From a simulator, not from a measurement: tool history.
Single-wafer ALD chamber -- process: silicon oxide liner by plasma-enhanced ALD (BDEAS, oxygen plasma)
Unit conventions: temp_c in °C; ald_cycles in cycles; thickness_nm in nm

run	hour	temp_c	ald_cycles	thickness_nm
1	0.0	315	54	4.4954
2	4.5	317	48	3.9890
3	10.1	317	53	4.4017
4	18.0	318	48	3.9638
5	22.1	321	46	3.7845
6	26.8	321	52	4.2760
7	35.2	323	48	3.9553
8	38.6	323	45	3.6908

Predict the results of run 9:
9	41.2	325	44	?

thickness_nm: 3.5955 nm
